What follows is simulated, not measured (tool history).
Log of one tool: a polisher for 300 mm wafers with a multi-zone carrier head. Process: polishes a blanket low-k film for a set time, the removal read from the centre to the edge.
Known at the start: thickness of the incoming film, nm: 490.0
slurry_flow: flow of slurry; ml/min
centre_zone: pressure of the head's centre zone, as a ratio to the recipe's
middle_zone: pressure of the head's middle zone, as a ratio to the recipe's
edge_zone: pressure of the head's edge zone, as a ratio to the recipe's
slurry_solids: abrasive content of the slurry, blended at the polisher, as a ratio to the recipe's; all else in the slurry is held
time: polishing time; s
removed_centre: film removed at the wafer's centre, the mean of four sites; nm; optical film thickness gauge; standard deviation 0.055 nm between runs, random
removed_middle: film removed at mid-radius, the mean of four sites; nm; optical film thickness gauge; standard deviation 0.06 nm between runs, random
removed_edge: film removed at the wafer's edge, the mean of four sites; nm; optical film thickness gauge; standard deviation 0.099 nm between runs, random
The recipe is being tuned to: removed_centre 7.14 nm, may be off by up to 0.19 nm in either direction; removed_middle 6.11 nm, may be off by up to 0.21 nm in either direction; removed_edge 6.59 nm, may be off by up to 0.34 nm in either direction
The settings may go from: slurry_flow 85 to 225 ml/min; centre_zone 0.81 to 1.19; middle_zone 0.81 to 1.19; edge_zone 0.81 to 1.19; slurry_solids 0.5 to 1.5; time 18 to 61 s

{"run": 1, "day": 0.0, "slurry_flow": 145, "centre_zone": 1, "middle_zone": 1, "edge_zone": 1, "slurry_solids": 1, "time": 39, "removed_centre": 7.6611, "removed_middle": 7.6844, "removed_edge": 7.6336}
{"run": 2, "day": 0.188, "slurry_flow": 145, "centre_zone": 1, "middle_zone": 1, "edge_zone": 0.93, "slurry_solids": 1, "time": 39, "removed_centre": 7.811, "removed_middle": 7.5198, "removed_edge": 7.0688}
{"run": 3, "day": 0.267, "slurry_flow": 145, "centre_zone": 1, "middle_zone": 0.92, "edge_zone": 0.93, "slurry_solids": 1, "time": 39, "removed_centre": 7.7369, "removed_middle": 7.0306, "removed_edge": 7.2966}
{"run": 4, "day": 0.296, "slurry_flow": 145, "centre_zone": 1, "middle_zone": 0.92, "edge_zone": 0.93, "slurry_solids": 1.2, "time": 39, "removed_centre": 8.1542, "removed_middle": 7.5354, "removed_edge": 7.8416}
{"run": 5, "day": 0.375, "slurry_flow": 145, "centre_zone": 1, "middle_zone": 0.92, "edge_zone": 0.93, "slurry_solids": 1.3, "time": 39, "removed_centre": 8.4086, "removed_middle": 7.7486, "removed_edge": 8.0273}
{"run": 6, "day": 0.608, "slurry_flow": 145, "centre_zone": 0.92, "middle_zone": 0.92, "edge_zone": 0.93, "slurry_solids": 1.3, "time": 39, "removed_centre": 7.8551, "removed_middle": 7.785, "removed_edge": 7.9652}
{"run": 7, "day": 0.792, "slurry_flow": 135, "centre_zone": 0.93, "middle_zone": 0.89, "edge_zone": 0.9, "slurry_solids": 1.25, "time": 39, "removed_centre": 7.6551, "removed_middle": 7.2733, "removed_edge": 7.7579}
{"run": 8, "day": 0.896, "slurry_flow": 135, "centre_zone": 0.94, "middle_zone": 0.88, "edge_zone": 0.88, "slurry_solids": 1.15, "time": 39, "removed_centre": 7.5239, "removed_middle": 7.0524, "removed_edge": 7.4705}
{"run": 9, "day": 1.112, "slurry_flow": 130, "centre_zone": 0.96, "middle_zone": 0.87, "edge_zone": 0.86, "slurry_solids": 1.1, "time": 39, "removed_centre": 7.3429, "removed_middle": 6.8061, "removed_edge": 7.1018}
{"run": 10, "day": 1.183, "slurry_flow": 105, "centre_zone": 1.02, "middle_zone": 0.81, "edge_zone": 0.84, "slurry_solids": 1.05, "time": 39, "removed_centre": 7.2963, "removed_middle": 6.0333, "removed_edge": 6.9218}
{"run": 11, "day": 1.546, "slurry_flow": 105, "centre_zone": 1.02, "middle_zone": 0.82, "edge_zone": 0.83, "slurry_solids": 1.05, "time": 39, "removed_centre": 7.409, "removed_middle": 6.149, "removed_edge": 6.6096}

Below are 5 possible settings for the next run. Only one of them brings all results inside the allowed miss of their targets. Which is it?
{"run": "A", "day": 1.908, "slurry_flow": 115, "centre_zone": 1.06, "middle_zone": 0.81, "edge_zone": 0.81, "slurry_solids": 1, "time": 39, "removed_centre": "?", "removed_middle": "?", "removed_edge": "?"}
{"run": "B", "day": 1.908, "slurry_flow": 115, "centre_zone": 1.08, "middle_zone": 0.87, "edge_zone": 0.81, "slurry_solids": 1.05, "time": 37, "removed_centre": "?", "removed_middle": "?", "removed_edge": "?"}
{"run": "C", "day": 1.908, "slurry_flow": 135, "centre_zone": 1.01, "middle_zone": 0.85, "edge_zone": 0.9, "slurry_solids": 1.3, "time": 33, "removed_centre": "?", "removed_middle": "?", "removed_edge": "?"}
{"run": "D", "day": 1.908, "slurry_flow": 105, "centre_zone": 0.95, "middle_zone": 0.83, "edge_zone": 0.85, "slurry_solids": 1.1, "time": 38, "removed_centre": "?", "removed_middle": "?", "removed_edge": "?"}
{"run": "E", "day": 1.908, "slurry_flow": 120, "centre_zone": 1.06, "middle_zone": 0.82, "edge_zone": 0.83, "slurry_solids": 1.1, "time": 38, "removed_centre": "?", "removed_middle": "?", "removed_edge": "?"}

move=A removed_centre=7.6451 removed_middle=5.9597 removed_edge=6.5034
move=B removed_centre=7.5104 removed_middle=6.0993 removed_edge=6.2726
move=C removed_centre=7.056 removed_middle=5.9495 removed_edge=6.4579
move=D removed_centre=6.7968 removed_middle=5.9944 removed_edge=6.5844
move=E removed_centre=7.7916 removed_middle=6.1257 removed_edge=6.6659
A: misses by more than the last run did
B: misses by more than the last run did
C: hits every target within its allowed miss
D: the result that was furthest off in the last run now lies on the other side of its target
E: misses by more than the last run did
The move that meets every target is C.
